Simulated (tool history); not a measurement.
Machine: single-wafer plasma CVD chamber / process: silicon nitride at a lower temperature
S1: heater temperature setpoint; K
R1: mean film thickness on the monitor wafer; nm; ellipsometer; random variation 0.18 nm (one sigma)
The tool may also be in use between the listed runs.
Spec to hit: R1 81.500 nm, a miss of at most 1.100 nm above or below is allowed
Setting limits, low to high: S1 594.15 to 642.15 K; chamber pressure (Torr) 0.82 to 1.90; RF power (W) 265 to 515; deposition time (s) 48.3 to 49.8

run 1 hour=0.0 | S1=618.15 chamber_pressure_(Torr)=1.36 RF_power_(W)=390 deposition_time_(s)=48.3 | R1=70.322
run 2 hour=1.7 | S1=611.15 chamber_pressure_(Torr)=1.36 RF_power_(W)=390 deposition_time_(s)=48.3 | R1=70.747
run 3 hour=2.8 | S1=611.15 chamber_pressure_(Torr)=1.36 RF_power_(W)=390 deposition_time_(s)=49.8 | R1=73.096
run 4 hour=10.4 | S1=611.15 chamber_pressure_(Torr)=1.36 RF_power_(W)=425 deposition_time_(s)=49.8 | R1=77.367
run 5 hour=18.2 | S1=611.15 chamber_pressure_(Torr)=1.39 RF_power_(W)=425 deposition_time_(s)=49.8 | R1=77.835
run 6 hour=21.5 | S1=618.15 chamber_pressure_(Torr)=1.39 RF_power_(W)=425 deposition_time_(s)=49.8 | R1=77.534
run 7 hour=22.6 | S1=618.15 chamber_pressure_(Torr)=1.42 RF_power_(W)=425 deposition_time_(s)=49.8 | R1=78.142
run 8 hour=27.2 | S1=618.15 chamber_pressure_(Torr)=1.44 RF_power_(W)=425 deposition_time_(s)=49.8 | R1=78.481
run 9 hour=34.0 | S1=618.15 chamber_pressure_(Torr)=1.46 RF_power_(W)=425 deposition_time_(s)=49.8 | R1=78.845

Which single option among these 5 for the next run brings every result within its allowed miss of target? Just one does.
run A hour=40.8 | S1=618.15 chamber_pressure_(Torr)=1.29 RF_power_(W)=455 deposition_time_(s)=48.4 | R1=?
run B hour=40.8 | S1=628.15 chamber_pressure_(Torr)=1.67 RF_power_(W)=385 deposition_time_(s)=49.5 | R1=?
run C hour=40.8 | S1=633.15 chamber_pressure_(Torr)=1.52 RF_power_(W)=390 deposition_time_(s)=49.8 | R1=?
run D hour=40.8 | S1=625.15 chamber_pressure_(Torr)=1.50 RF_power_(W)=380 deposition_time_(s)=49.8 | R1=?
run E hour=40.8 | S1=625.15 chamber_pressure_(Torr)=1.90 RF_power_(W)=395 deposition_time_(s)=49.8 | R1=?

move=A R1=77.063
move=B R1=76.050
move=C R1=74.887
move=D R1=73.459
move=E R1=81.004
A: its largest miss is bigger than the last run's
B: its largest miss is bigger than the last run's
C: its largest miss is bigger than the last run's
D: its largest miss is bigger than the last run's
E: every result lands within tolerance
The move that meets every target is E.
